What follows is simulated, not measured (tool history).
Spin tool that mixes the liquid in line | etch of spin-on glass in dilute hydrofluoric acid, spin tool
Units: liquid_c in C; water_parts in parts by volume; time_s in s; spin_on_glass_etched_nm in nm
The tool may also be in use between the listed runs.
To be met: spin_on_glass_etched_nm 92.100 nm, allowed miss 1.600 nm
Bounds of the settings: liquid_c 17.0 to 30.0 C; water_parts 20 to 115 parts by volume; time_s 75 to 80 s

| run | hour | liquid_c | water_parts | time_s | spin_on_glass_etched_nm |
|---|---|---|---|---|---|
| 1 | 0.0 | 22.0 | 65 | 75 | 30.407 |
| 2 | 6.6 | 22.0 | 55 | 75 | 36.366 |
| 3 | 8.4 | 22.0 | 55 | 75 | 36.609 |
| 4 | 14.4 | 22.0 | 75 | 75 | 26.068 |
| 5 | 21.7 | 22.0 | 85 | 75 | 22.741 |
| 6 | 26.0 | 23.0 | 75 | 75 | 27.392 |
| 7 | 34.3 | 24.0 | 65 | 75 | 33.381 |
|  | 35.8 | hydrofluoric acid flow meter replaced |
| 8 | 35.8 | 25.0 | 60 | 75 | 41.277 |
| 9 | 39.7 | 26.0 | 55 | 75 | 47.762 |
| 10 | 46.8 | 26.5 | 50 | 75 | 53.252 |
| 11 | 53.0 | 27.0 | 45 | 75 | 61.158 |

Which of these 4 next moves meets every target?
| A | 59.2 | 30.0 | 35 | 80 | ? |
| B | 59.2 | 28.0 | 35 | 80 | ? |
| C | 59.2 | 26.0 | 30 | 80 | ? |
| D | 59.2 | 29.0 | 35 | 80 | ? |

| move | spin_on_glass_etched_nm |
|---|---|
| A | 96.375 |
| B | 88.943 |
| C | 96.330 |
| D | 92.598 |
A: takes the result that was furthest off past its target
B: nearer than the last run, and not there yet
C: takes the result that was furthest off past its target
D: meets every target
Answer: D

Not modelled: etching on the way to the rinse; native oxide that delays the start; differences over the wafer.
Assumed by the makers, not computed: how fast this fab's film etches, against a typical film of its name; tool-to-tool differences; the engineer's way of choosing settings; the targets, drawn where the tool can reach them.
